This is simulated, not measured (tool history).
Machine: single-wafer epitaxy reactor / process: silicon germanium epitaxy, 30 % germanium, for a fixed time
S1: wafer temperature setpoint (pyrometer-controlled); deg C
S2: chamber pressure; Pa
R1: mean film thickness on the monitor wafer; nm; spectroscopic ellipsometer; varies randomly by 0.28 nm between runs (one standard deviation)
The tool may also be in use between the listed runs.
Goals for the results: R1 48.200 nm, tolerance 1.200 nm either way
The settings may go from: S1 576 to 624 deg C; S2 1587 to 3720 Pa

run  hour   S1    S2      R1
  1   0.0  600  2653  57.649
  2   6.1  599  2653  55.381
  3  10.9  599  2240  50.559
  4  19.0  588  2240  40.115
  5  25.2  588  1827  35.005
  6  27.9  578  1827  28.291
  7  30.9  581  1840  30.519
  8  34.0  593  1933  40.394
  9  35.4  594  1933  41.598
 10  38.0  595  1933  42.108
 11  46.8  596  1933  43.175
 12  48.2  597  1933  43.858
 13  53.2  598  1933  44.394
 14  58.9  599  1933  45.470

Exactly one of the 4 candidate moves below puts every result within its allowed miss. Which one?
  A  64.6  596  1907   ?
  B  64.6  603  1880   ?
  C  64.6  596  1893   ?
  D  64.6  587  2653   ?

move      R1
   A  42.413
   B  48.113
   C  42.191
   D  44.149
A: moves away from the targets compared with the last run
B: hits every target within its allowed miss
C: moves away from the targets compared with the last run
D: moves away from the targets compared with the last run
Answer: B
